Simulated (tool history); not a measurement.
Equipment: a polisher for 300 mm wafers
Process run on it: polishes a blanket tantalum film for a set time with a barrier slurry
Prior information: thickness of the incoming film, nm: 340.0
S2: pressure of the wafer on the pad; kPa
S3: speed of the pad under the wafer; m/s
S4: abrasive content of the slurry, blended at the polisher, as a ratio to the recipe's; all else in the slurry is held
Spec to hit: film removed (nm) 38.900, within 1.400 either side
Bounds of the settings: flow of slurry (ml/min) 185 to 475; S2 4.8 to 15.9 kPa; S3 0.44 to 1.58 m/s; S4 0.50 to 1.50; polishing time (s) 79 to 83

{"run": 1, "hour": 0.0, "flow of slurry (ml/min)": 305, "S2": 10.3, "S3": 1.0, "S4": 1.0, "polishing time (s)": 79, "film removed (nm)": 85.196}
{"run": 2, "hour": 1.3, "flow of slurry (ml/min)": 305, "S2": 9.0, "S3": 0.92, "S4": 1.0, "polishing time (s)": 79, "film removed (nm)": 68.675}
{"run": 3, "hour": 5.4, "flow of slurry (ml/min)": 305, "S2": 7.6, "S3": 0.92, "S4": 1.0, "polishing time (s)": 79, "film removed (nm)": 58.47}
{"run": 4, "hour": 8.2, "flow of slurry (ml/min)": 305, "S2": 6.9, "S3": 0.88, "S4": 1.0, "polishing time (s)": 79, "film removed (nm)": 51.209}
{"run": 5, "hour": 12.3, "flow of slurry (ml/min)": 305, "S2": 6.9, "S3": 0.88, "S4": 1.0, "polishing time (s)": 83, "film removed (nm)": 54.177}
{"run": 6, "hour": 19.0, "flow of slurry (ml/min)": 305, "S2": 6.2, "S3": 0.86, "S4": 1.0, "polishing time (s)": 83, "film removed (nm)": 47.685}
{"run": 7, "hour": 23.2, "flow of slurry (ml/min)": 305, "S2": 4.8, "S3": 0.82, "S4": 1.0, "polishing time (s)": 83, "film removed (nm)": 36.614}
{"run": 8, "hour": 28.9, "flow of slurry (ml/min)": 305, "S2": 5.5, "S3": 0.82, "S4": 1.0, "polishing time (s)": 83, "film removed (nm)": 41.204}
{"run": 9, "hour": 36.3, "flow of slurry (ml/min)": 305, "S2": 4.8, "S3": 0.82, "S4": 1.0, "polishing time (s)": 83, "film removed (nm)": 36.642}
{"run": 10, "hour": 41.6, "flow of slurry (ml/min)": 305, "S2": 5.5, "S3": 0.82, "S4": 1.0, "polishing time (s)": 83, "film removed (nm)": 41.546}
{"run": 11, "hour": 43.3, "flow of slurry (ml/min)": 305, "S2": 4.8, "S3": 0.82, "S4": 1.0, "polishing time (s)": 83, "film removed (nm)": 36.334}
{"run": 12, "hour": 50.2, "flow of slurry (ml/min)": 305, "S2": 5.5, "S3": 0.82, "S4": 1.0, "polishing time (s)": 83, "film removed (nm)": 41.737}
{"run": 13, "hour": 51.7, "flow of slurry (ml/min)": 305, "S2": 4.8, "S3": 0.82, "S4": 1.0, "polishing time (s)": 83, "film removed (nm)": 36.996}
{"run": 14, "hour": 58.1, "flow of slurry (ml/min)": 305, "S2": 4.8, "S3": 0.84, "S4": 1.0, "polishing time (s)": 83, "film removed (nm)": 36.951}

Exactly one of the 4 candidate moves below puts every result within its allowed miss. Which one?
{"run": "A", "hour": 64.5, "flow of slurry (ml/min)": 265, "S2": 6.2, "S3": 0.68, "S4": 1.0, "polishing time (s)": 79, "film removed (nm)": "?"}
{"run": "B", "hour": 64.5, "flow of slurry (ml/min)": 260, "S2": 5.5, "S3": 0.74, "S4": 0.95, "polishing time (s)": 80, "film removed (nm)": "?"}
{"run": "C", "hour": 64.5, "flow of slurry (ml/min)": 310, "S2": 4.8, "S3": 0.92, "S4": 0.8, "polishing time (s)": 79, "film removed (nm)": "?"}
{"run": "D", "hour": 64.5, "flow of slurry (ml/min)": 380, "S2": 4.8, "S3": 0.86, "S4": 1.1, "polishing time (s)": 80, "film removed (nm)": "?"}

move=A film_removed_(nm)=35.869
move=B film_removed_(nm)=34.679
move=C film_removed_(nm)=35.373
move=D film_removed_(nm)=38.420
A: its largest miss is bigger than the last run's
B: its largest miss is bigger than the last run's
C: its largest miss is bigger than the last run's
D: every result within its allowed miss
Correct choice: D, which meets every target
